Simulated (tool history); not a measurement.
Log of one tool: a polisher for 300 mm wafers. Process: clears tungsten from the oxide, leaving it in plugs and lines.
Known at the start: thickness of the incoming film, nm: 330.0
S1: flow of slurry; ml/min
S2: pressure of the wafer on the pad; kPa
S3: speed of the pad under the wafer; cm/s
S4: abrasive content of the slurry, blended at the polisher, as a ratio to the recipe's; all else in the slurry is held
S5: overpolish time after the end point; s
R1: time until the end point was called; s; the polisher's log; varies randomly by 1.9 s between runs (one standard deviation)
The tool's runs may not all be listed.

run	hour	S1	S2	S3	S4	S5	R1
1	0	125	17.2	112	1	36	94.038
2	1.2	125	17.2	112	1	36	93.824
3	8	105	17.2	112	1	36	95.975
4	16.2	105	17.2	132	1	36	82.227
5	22.3	105	20	132	1	36	72.102
6	24.2	75	20	132	1	36	77.903
7	28.8	75	18.6	132	1	36	84.156
8	35.1	75	17.9	132	1	36	88.582
9	37.3	75	17.2	132	1	36	93.752

Run 10, settings as shown, results not yet in. Your forecast:
10	42.4	75	16.5	132	1	36	?

For run 10 the tool returned R1 96.802 s.

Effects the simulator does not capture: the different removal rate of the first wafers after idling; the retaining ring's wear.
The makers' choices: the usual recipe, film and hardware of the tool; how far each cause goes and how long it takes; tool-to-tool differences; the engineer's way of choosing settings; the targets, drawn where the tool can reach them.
